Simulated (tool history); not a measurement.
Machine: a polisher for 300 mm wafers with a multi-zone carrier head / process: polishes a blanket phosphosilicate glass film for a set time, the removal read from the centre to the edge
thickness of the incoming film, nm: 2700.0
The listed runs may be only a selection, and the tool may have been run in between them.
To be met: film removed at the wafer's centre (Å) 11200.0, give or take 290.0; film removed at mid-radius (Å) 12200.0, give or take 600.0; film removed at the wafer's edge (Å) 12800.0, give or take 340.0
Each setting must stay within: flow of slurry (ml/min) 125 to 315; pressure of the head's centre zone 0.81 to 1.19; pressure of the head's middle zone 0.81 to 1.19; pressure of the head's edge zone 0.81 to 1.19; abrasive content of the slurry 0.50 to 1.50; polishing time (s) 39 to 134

run,hour,flow of slurry (ml/min),pressure of the head's centre zone,pressure of the head's middle zone,pressure of the head's edge zone,abrasive content of the slurry,polishing time (s),film removed at the wafer's centre (Å),film removed at mid-radius (Å),film removed at the wafer's edge (Å)
1,0.0,205,1.00,1.00,1.00,1.00,86,9188.4,8710.2,8986.0
2,4.1,205,1.00,1.00,1.00,1.00,77,8184.1,8191.8,8186.9
3,6.6,210,0.99,1.01,1.03,1.10,79,8659.5,8472.1,8771.3
4,8.6,210,0.97,1.03,1.05,1.15,82,9088.3,9324.1,9455.5
5,17.4,210,0.97,1.10,1.05,1.15,82,9062.3,9757.4,9437.7
6,24.3,215,0.96,1.10,1.07,1.20,83,9223.4,10124.0,9740.8
7,30.1,210,0.95,1.09,1.09,1.25,85,9580.5,10272.0,10226.0
8,32.6,215,0.94,1.09,1.11,1.30,86,9493.5,10523.0,10385.0
9,33.3,205,0.94,1.08,1.12,1.35,89,9980.8,11057.0,11021.0
10,40.2,210,0.94,1.07,1.13,1.40,90,10253.0,11045.0,11515.0
11,44.1,215,0.94,1.08,1.14,1.40,91,10464.0,11907.0,11648.0
12,50.4,215,0.94,1.06,1.15,1.40,92,10495.0,11274.0,11626.0
13,53.8,210,0.94,1.06,1.15,1.40,93,10667.0,11658.0,11844.0

Exactly one of the 5 candidate moves below puts every result within its allowed miss. Which one?
A,57.2,155,0.85,1.08,1.18,1.05,117,?,?,?
B,57.2,220,0.85,0.90,1.19,1.50,102,?,?,?
C,57.2,195,0.87,1.01,1.08,1.50,98,?,?,?
D,57.2,235,0.99,0.96,1.15,1.50,92,?,?,?
E,57.2,210,0.91,1.03,1.13,1.45,100,?,?,?

move,film removed at the wafer's centre (Å),film removed at mid-radius (Å),film removed at the wafer's edge (Å)
A,10173.0,12758.0,12875.0
B,10867.0,11720.0,13540.0
C,10487.0,12118.0,12325.0
D,11540.0,11210.0,12111.0
E,11201.0,12546.0,12755.0
A: the worst result of the last run now meets its target, but another is out of spec
B: takes the biggest miss from the last run beyond its target
C: closer than the last run, but not yet in spec
D: closer than the last run, but not yet in spec
E: meets every target
Go with E: it meets all targets.

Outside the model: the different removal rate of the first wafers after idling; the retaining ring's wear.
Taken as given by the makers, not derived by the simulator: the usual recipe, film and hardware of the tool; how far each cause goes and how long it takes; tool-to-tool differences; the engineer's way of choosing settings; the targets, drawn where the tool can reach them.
